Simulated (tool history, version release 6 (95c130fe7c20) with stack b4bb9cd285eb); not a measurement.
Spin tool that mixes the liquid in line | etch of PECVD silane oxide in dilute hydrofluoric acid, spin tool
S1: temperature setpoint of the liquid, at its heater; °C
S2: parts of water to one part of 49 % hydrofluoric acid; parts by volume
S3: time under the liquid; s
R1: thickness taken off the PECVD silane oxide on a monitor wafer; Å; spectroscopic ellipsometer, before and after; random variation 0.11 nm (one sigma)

run,day,S1,S2,S3,R1
1,0.000,22.0,195,300,266.31
2,0.246,22.0,240,300,207.76
3,0.512,20.0,240,300,190.99
4,0.562,20.5,240,300,195.86
5,0.733,20.5,185,300,269.28
6,0.854,22.5,185,300,288.92

The next listed run, before its measurement:
7,1.212,21.0,195,300,?

R1: 257.72 Å

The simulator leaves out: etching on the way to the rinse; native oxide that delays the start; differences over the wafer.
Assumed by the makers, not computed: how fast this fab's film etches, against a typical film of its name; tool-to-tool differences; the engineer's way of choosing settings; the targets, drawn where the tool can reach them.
